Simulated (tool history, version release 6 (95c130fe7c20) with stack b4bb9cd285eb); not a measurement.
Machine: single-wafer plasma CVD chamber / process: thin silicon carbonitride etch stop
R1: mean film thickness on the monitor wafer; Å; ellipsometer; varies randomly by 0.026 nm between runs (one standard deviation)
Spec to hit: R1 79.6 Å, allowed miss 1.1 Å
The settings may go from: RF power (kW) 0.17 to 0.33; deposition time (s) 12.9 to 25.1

run 1 hour=0 | RF_power_(kW)=0.25 deposition_time_(s)=19 | R1=108.14
run 2 hour=6.7 | RF_power_(kW)=0.235 deposition_time_(s)=18 | R1=99.83
run 3 hour=10.1 | RF_power_(kW)=0.22 deposition_time_(s)=17.4 | R1=94.806
run 4 hour=18.8 | RF_power_(kW)=0.21 deposition_time_(s)=16.9 | R1=90.68
run 5 hour=20.5 | RF_power_(kW)=0.2 deposition_time_(s)=16.6 | R1=87.91
run 6 hour=22.6 | RF_power_(kW)=0.195 deposition_time_(s)=16.4 | R1=85.767
run 7 hour=27.9 | RF_power_(kW)=0.19 deposition_time_(s)=16.2 | R1=84.084
run 8 hour=31.5 | RF_power_(kW)=0.185 deposition_time_(s)=16.1 | R1=83.169
run 9 hour=32.5 | RF_power_(kW)=0.18 deposition_time_(s)=16 | R1=81.749

Exactly one of the 4 candidate moves below puts every result within its allowed miss. Which one?
run A hour=33.5 | RF_power_(kW)=0.185 deposition_time_(s)=16 | R1=?
run B hour=33.5 | RF_power_(kW)=0.195 deposition_time_(s)=14.8 | R1=?
run C hour=33.5 | RF_power_(kW)=0.175 deposition_time_(s)=15.7 | R1=?
run D hour=33.5 | RF_power_(kW)=0.18 deposition_time_(s)=15 | R1=?

move=A R1=82.248
move=B R1=77.397
move=C R1=79.249
move=D R1=76.419
A: further off than the last run
B: carries the result that was furthest off beyond its target, to the other side
C: meets every target
D: carries the result that was furthest off beyond its target, to the other side
Answer: C

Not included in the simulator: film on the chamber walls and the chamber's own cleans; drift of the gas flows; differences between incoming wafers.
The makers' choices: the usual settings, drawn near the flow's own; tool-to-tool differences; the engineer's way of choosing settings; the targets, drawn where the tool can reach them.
